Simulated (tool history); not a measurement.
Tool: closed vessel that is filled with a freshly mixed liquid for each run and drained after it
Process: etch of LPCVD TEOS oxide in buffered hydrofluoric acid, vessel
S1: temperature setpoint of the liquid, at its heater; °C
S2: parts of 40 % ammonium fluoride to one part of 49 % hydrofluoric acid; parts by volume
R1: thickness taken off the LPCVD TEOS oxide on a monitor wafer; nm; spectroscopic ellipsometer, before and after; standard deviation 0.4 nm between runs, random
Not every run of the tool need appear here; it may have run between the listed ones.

{"run": 1, "hour": 0.0, "S1": 23.0, "S2": 7.0, "time in the liquid (s)": 30, "R1": 76.872}
{"run": 2, "hour": 7.0, "S1": 23.0, "S2": 5.5, "time in the liquid (s)": 30, "R1": 96.803}
{"run": 3, "hour": 13.5, "S1": 24.0, "S2": 5.5, "time in the liquid (s)": 30, "R1": 101.86}
{"run": 4, "hour": 22.6, "S1": 21.5, "S2": 5.5, "time in the liquid (s)": 30, "R1": 88.593}
{"run": 5, "hour": 29.4, "S1": 22.5, "S2": 5.5, "time in the liquid (s)": 30, "R1": 94.448}
{"run": 6, "hour": 30.5, "S1": 22.5, "S2": 5.5, "time in the liquid (s)": 30, "R1": 93.65}
{"hour": 39.1, "done": "hydrofluoric acid flow meter replaced"}
{"run": 7, "hour": 39.1, "S1": 23.5, "S2": 5.5, "time in the liquid (s)": 30, "R1": 105.15}
{"run": 8, "hour": 44.4, "S1": 24.0, "S2": 5.5, "time in the liquid (s)": 30, "R1": 108.49}
{"run": 9, "hour": 46.7, "S1": 24.5, "S2": 5.5, "time in the liquid (s)": 30, "R1": 111.1}
{"run": 10, "hour": 52.9, "S1": 25.0, "S2": 5.5, "time in the liquid (s)": 30, "R1": 113.32}
{"run": 11, "hour": 61.5, "S1": 25.5, "S2": 5.5, "time in the liquid (s)": 30, "R1": 117.14}
{"run": 12, "hour": 64.3, "S1": 26.0, "S2": 5.5, "time in the liquid (s)": 30, "R1": 120.42}

Run 13 comes next. What will it give?
{"run": 13, "hour": 65.4, "S1": 26.5, "S2": 5.5, "time in the liquid (s)": 30, "R1": "?"}

R1: 122.970 nm
